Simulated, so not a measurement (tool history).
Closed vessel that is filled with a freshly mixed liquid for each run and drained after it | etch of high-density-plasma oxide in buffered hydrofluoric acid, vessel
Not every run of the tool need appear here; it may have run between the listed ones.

| run | hour | temperature setpoint of the liquid (C) | parts of 40 % ammonium fluoride to one part of 49 % hydrofluoric acid (parts by volume) | time in the liquid (s) | thickness taken off the high-density-plasma oxide on a monitor wafer (angstrom) |
|---|---|---|---|---|---|
| 1 | 0 | 22 | 10.5 | 100 | 1344.1 |
| 2 | 6.8 | 22 | 9 | 100 | 1518.1 |
| 3 | 16 | 19.5 | 9 | 100 | 1321.8 |
| 4 | 21.9 | 19 | 9.5 | 100 | 1235.9 |
| 5 | 27.3 | 18.5 | 10 | 100 | 1175.9 |
| 6 | 33.8 | 18.5 | 10 | 110 | 1290.4 |
| 7 | 35.6 | 18.5 | 10.5 | 110 | 1222.4 |
| 8 | 40.3 | 18.5 | 11 | 110 | 1164.6 |

What will run 9 give?
| 9 | 43.4 | 17.5 | 12 | 110 | ? |

{"run 9": {"thickness taken off the high-density-plasma oxide on a monitor wafer (angstrom)": 1017.1}}

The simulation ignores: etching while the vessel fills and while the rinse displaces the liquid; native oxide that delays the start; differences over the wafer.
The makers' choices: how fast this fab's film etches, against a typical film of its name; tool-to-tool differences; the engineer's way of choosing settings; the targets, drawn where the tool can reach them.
